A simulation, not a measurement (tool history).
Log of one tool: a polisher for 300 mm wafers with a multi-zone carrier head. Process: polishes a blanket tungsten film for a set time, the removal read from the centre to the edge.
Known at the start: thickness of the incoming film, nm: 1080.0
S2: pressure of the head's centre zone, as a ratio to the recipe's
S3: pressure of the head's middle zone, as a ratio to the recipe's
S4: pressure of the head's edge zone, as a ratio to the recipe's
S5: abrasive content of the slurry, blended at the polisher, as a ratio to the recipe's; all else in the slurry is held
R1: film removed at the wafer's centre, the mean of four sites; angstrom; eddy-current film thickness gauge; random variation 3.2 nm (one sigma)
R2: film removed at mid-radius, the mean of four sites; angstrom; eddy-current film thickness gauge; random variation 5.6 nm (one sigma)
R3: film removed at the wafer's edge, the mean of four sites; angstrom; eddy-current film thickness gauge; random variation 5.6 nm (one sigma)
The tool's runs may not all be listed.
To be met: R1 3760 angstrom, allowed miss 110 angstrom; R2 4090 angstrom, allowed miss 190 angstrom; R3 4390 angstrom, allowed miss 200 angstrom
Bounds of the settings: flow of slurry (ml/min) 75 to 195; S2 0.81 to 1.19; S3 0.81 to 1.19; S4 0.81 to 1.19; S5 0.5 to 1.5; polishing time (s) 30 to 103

{"run": 1, "hour": 0.0, "flow of slurry (ml/min)": 125, "S2": 1, "S3": 1, "S4": 1, "S5": 1, "polishing time (s)": 66, "R1": 3118, "R2": 3189.7, "R3": 3186.1}
{"run": 2, "hour": 4.4, "flow of slurry (ml/min)": 110, "S2": 1, "S3": 1, "S4": 1, "S5": 1, "polishing time (s)": 66, "R1": 2997.7, "R2": 3052.9, "R3": 3128.4}
{"run": 3, "hour": 5.0, "flow of slurry (ml/min)": 110, "S2": 1, "S3": 1, "S4": 0.94, "S5": 1, "polishing time (s)": 66, "R1": 3064.7, "R2": 3056.9, "R3": 3061.8}
{"run": 4, "hour": 8.4, "flow of slurry (ml/min)": 110, "S2": 1, "S3": 1.05, "S4": 0.94, "S5": 1, "polishing time (s)": 66, "R1": 2964.1, "R2": 3124.7, "R3": 3007.9}
{"run": 5, "hour": 13.1, "flow of slurry (ml/min)": 110, "S2": 1.06, "S3": 1.05, "S4": 0.94, "S5": 1, "polishing time (s)": 66, "R1": 3209.9, "R2": 3112.2, "R3": 3076.7}
{"run": 6, "hour": 15.0, "flow of slurry (ml/min)": 110, "S2": 0.99, "S3": 1.05, "S4": 0.94, "S5": 1, "polishing time (s)": 66, "R1": 3008.5, "R2": 3114.6, "R3": 3031.6}
{"run": 7, "hour": 17.6, "flow of slurry (ml/min)": 140, "S2": 0.93, "S3": 1.06, "S4": 1.04, "S5": 1.25, "polishing time (s)": 74, "R1": 3465.1, "R2": 3983.4, "R3": 3797.4}
{"run": 8, "hour": 23.8, "flow of slurry (ml/min)": 145, "S2": 0.93, "S3": 1.04, "S4": 1.07, "S5": 1.3, "polishing time (s)": 74, "R1": 3569.6, "R2": 3881, "R3": 4088.1}
{"hour": 28.5, "done": "worn pad replaced by a new one"}
{"run": 9, "hour": 28.5, "flow of slurry (ml/min)": 150, "S2": 0.93, "S3": 1.04, "S4": 1.08, "S5": 1.3, "polishing time (s)": 74, "R1": 3900.3, "R2": 4329.7, "R3": 4331.2}
{"run": 10, "hour": 36.0, "flow of slurry (ml/min)": 150, "S2": 0.93, "S3": 1.03, "S4": 1.09, "S5": 1.3, "polishing time (s)": 74, "R1": 3860.3, "R2": 4262.6, "R3": 4439.3}

4 next moves are on the table. One of them brings every result within its allowed miss. Which?
{"run": "A", "hour": 43.5, "flow of slurry (ml/min)": 145, "S2": 0.94, "S3": 1.02, "S4": 1.17, "S5": 1.25, "polishing time (s)": 76, "R1": "?", "R2": "?", "R3": "?"}
{"run": "B", "hour": 43.5, "flow of slurry (ml/min)": 140, "S2": 0.89, "S3": 0.97, "S4": 1.04, "S5": 1.3, "polishing time (s)": 76, "R1": "?", "R2": "?", "R3": "?"}
{"run": "C", "hour": 43.5, "flow of slurry (ml/min)": 145, "S2": 0.97, "S3": 0.94, "S4": 1.15, "S5": 1.3, "polishing time (s)": 75, "R1": "?", "R2": "?", "R3": "?"}
{"run": "D", "hour": 43.5, "flow of slurry (ml/min)": 140, "S2": 0.84, "S3": 1.06, "S4": 1.13, "S5": 1.15, "polishing time (s)": 80, "R1": "?", "R2": "?", "R3": "?"}

move=A R1=3925.8 R2=4279.1 R3=4633.8
move=B R1=3730.7 R2=4105 R3=4378.8
move=C R1=4015 R2=3971.1 R3=4570.6
move=D R1=3643.5 R2=4553.3 R3=4691.5
A: further off than the last run
B: meets every target
C: further off than the last run
D: takes the result that was furthest off past its target
Move B is the one to make.

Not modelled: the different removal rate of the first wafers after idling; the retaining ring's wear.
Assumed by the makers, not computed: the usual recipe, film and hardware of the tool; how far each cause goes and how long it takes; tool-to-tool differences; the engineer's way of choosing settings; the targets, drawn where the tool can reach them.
